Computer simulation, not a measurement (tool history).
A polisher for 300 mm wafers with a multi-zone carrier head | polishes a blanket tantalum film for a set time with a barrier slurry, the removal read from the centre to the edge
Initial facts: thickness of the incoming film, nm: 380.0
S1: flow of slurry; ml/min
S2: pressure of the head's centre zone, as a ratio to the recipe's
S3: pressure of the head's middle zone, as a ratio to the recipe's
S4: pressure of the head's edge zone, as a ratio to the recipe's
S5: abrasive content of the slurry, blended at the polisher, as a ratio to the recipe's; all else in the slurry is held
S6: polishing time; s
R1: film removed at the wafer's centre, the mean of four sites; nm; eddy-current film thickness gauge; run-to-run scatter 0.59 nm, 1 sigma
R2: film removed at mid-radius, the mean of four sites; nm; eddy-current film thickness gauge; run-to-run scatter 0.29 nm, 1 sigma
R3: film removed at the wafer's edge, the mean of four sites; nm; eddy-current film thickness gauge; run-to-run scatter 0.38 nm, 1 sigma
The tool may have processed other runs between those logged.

| run | hour | S1 | S2 | S3 | S4 | S5 | S6 | R1 | R2 | R3 |
|---|---|---|---|---|---|---|---|---|---|---|
| 1 | 0.0 | 315 | 1.00 | 1.00 | 1.00 | 1.00 | 65 | 70.443 | 68.586 | 69.044 |
| 2 | 1.0 | 315 | 1.00 | 1.00 | 1.00 | 0.80 | 65 | 65.709 | 64.676 | 65.395 |
| 3 | 6.3 | 360 | 1.00 | 1.00 | 1.00 | 0.80 | 65 | 66.600 | 65.747 | 66.914 |
| 4 | 10.6 | 325 | 1.02 | 0.95 | 0.94 | 0.70 | 61 | 60.259 | 56.789 | 57.591 |
| 5 | 18.3 | 325 | 1.02 | 0.98 | 0.94 | 0.70 | 61 | 61.160 | 58.507 | 57.668 |
| 6 | 21.4 | 325 | 1.02 | 0.98 | 0.94 | 0.55 | 61 | 56.422 | 52.662 | 52.470 |
| 7 | 29.1 | 300 | 1.05 | 0.94 | 0.92 | 0.55 | 58 | 53.802 | 49.024 | 50.031 |
| 8 | 33.9 | 300 | 1.05 | 0.94 | 0.92 | 0.55 | 58 | 53.535 | 48.963 | 50.032 |
| 9 | 39.6 | 285 | 1.09 | 0.91 | 0.89 | 0.55 | 57 | 54.418 | 46.996 | 48.574 |
| 10 | 42.7 | 275 | 1.11 | 0.89 | 0.87 | 0.55 | 56 | 54.881 | 45.507 | 46.911 |
| 11 | 50.7 | 265 | 1.11 | 0.87 | 0.85 | 0.55 | 56 | 54.482 | 44.297 | 46.798 |
| 12 | 55.1 | 260 | 1.11 | 0.86 | 0.84 | 0.55 | 55 | 52.826 | 43.021 | 45.653 |
| 13 | 57.6 | 255 | 1.12 | 0.85 | 0.83 | 0.55 | 55 | 53.714 | 42.711 | 45.977 |
| 14 | 65.3 | 250 | 1.12 | 0.85 | 0.82 | 0.55 | 55 | 53.327 | 42.786 | 45.211 |
| 15 | 70.4 | 250 | 1.12 | 0.85 | 0.82 | 0.55 | 55 | 53.592 | 42.861 | 44.877 |
| 16 | 71.4 | 245 | 1.12 | 0.84 | 0.82 | 0.55 | 55 | 54.535 | 41.920 | 44.618 |
| 17 | 78.8 | 240 | 1.10 | 0.84 | 0.82 | 0.55 | 55 | 52.910 | 42.623 | 44.598 |

Run 18 is up next; what results do you expect?
| 18 | 84.0 | 240 | 1.10 | 0.84 | 0.82 | 0.55 | 55 | ? | ? | ? |

Logged for run 18: R1 51.150 nm, R2 42.148 nm, R3 44.592 nm.
